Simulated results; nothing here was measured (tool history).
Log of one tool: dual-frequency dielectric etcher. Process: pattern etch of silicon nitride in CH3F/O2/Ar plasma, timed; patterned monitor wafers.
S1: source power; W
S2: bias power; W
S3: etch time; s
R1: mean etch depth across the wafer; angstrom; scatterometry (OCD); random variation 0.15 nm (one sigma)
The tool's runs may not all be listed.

run,hour,S1,S2,S3,R1
1,0,400,99,28,208.54
2,6.8,440,102,28,221.94
3,12.9,460,103,28,225.02
4,14.1,460,103,28,225.62
5,17.7,460,89,28,207.11
6,21.1,490,94,28,220.3
7,28.2,510,96,28,226.63

Forecast run 8:
8,37.1,520,98,28,?

Run 8 gave R1 232.35 angstrom.

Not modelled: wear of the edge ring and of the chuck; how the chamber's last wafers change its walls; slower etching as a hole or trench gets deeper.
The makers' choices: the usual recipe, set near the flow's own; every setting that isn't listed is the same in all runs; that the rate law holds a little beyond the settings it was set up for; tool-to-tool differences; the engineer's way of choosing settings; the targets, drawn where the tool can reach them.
